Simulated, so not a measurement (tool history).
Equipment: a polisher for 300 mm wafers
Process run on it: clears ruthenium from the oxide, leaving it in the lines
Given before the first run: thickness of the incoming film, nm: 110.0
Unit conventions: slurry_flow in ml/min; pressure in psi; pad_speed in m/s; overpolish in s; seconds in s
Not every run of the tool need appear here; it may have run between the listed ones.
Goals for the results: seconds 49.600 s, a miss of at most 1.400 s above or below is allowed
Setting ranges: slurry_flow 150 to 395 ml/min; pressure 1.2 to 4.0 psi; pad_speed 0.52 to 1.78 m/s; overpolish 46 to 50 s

Run 1, hour 0.0: slurry_flow 250 ml/min, pressure 2.6 psi, pad_speed 1.14 m/s, overpolish 46 s. Result: seconds 62.328 s.
Run 2, hour 5.2: slurry_flow 285 ml/min, pressure 2.6 psi, pad_speed 1.14 m/s, overpolish 46 s. Result: seconds 61.055 s.
Run 3, hour 12.2: slurry_flow 290 ml/min, pressure 2.7 psi, pad_speed 1.14 m/s, overpolish 46 s. Result: seconds 58.607 s.
Run 4, hour 13.5: slurry_flow 295 ml/min, pressure 2.8 psi, pad_speed 1.14 m/s, overpolish 46 s. Result: seconds 56.399 s.
Run 5, hour 20.5: slurry_flow 300 ml/min, pressure 2.9 psi, pad_speed 1.14 m/s, overpolish 46 s. Result: seconds 55.656 s.
Run 6, hour 22.6: slurry_flow 300 ml/min, pressure 2.9 psi, pad_speed 1.14 m/s, overpolish 50 s. Result: seconds 54.647 s.
Run 7, hour 27.0: slurry_flow 305 ml/min, pressure 3.1 psi, pad_speed 1.14 m/s, overpolish 50 s. Result: seconds 51.961 s.
Run 8, hour 35.9: slurry_flow 310 ml/min, pressure 3.1 psi, pad_speed 1.14 m/s, overpolish 50 s. Result: seconds 51.094 s.
Run 9, hour 43.7: slurry_flow 315 ml/min, pressure 3.1 psi, pad_speed 1.14 m/s, overpolish 50 s. Result: seconds 51.654 s.

Of the 5 settings listed for the next run, only one would bring every result within its allowed miss of target. Which one?
Run A, hour 51.5: slurry_flow 300 ml/min, pressure 3.2 psi, pad_speed 1.02 m/s, overpolish 50 s. Result: seconds ?.
Run B, hour 51.5: slurry_flow 340 ml/min, pressure 2.8 psi, pad_speed 1.40 m/s, overpolish 46 s. Result: seconds ?.
Run C, hour 51.5: slurry_flow 365 ml/min, pressure 3.2 psi, pad_speed 1.14 m/s, overpolish 46 s. Result: seconds ?.
Run D, hour 51.5: slurry_flow 305 ml/min, pressure 3.0 psi, pad_speed 1.14 m/s, overpolish 50 s. Result: seconds ?.
Run E, hour 51.5: slurry_flow 325 ml/min, pressure 3.3 psi, pad_speed 1.20 m/s, overpolish 47 s. Result: seconds ?.

move  seconds
   A   56.111
   B   46.498
   C   49.593
   D   53.575
   E   46.202
A: moves away from the targets compared with the last run
B: takes the result that was furthest off past its target
C: all results in spec
D: moves away from the targets compared with the last run
E: takes the result that was furthest off past its target
The move that meets every target is C.
